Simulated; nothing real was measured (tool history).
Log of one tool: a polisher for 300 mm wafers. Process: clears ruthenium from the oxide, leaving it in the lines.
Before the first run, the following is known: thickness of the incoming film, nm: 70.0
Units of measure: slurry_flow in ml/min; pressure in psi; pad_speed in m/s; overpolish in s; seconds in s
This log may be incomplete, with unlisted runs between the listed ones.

run	hour	slurry_flow	pressure	pad_speed	overpolish	seconds
1	0.0	305	1.3	0.80	48	155.80
2	3.0	305	1.1	0.78	48	181.86
3	4.1	335	1.1	0.78	48	182.93
4	12.5	335	1.4	0.78	48	145.26
5	17.1	335	1.4	0.88	48	127.23
6	19.5	335	1.4	0.80	48	136.12
7	20.8	330	1.2	0.78	48	166.56

Run 8 is up next; what results do you expect?
8	26.7	330	0.8	0.74	48	?

{"run 8": {"seconds": 253.69}}

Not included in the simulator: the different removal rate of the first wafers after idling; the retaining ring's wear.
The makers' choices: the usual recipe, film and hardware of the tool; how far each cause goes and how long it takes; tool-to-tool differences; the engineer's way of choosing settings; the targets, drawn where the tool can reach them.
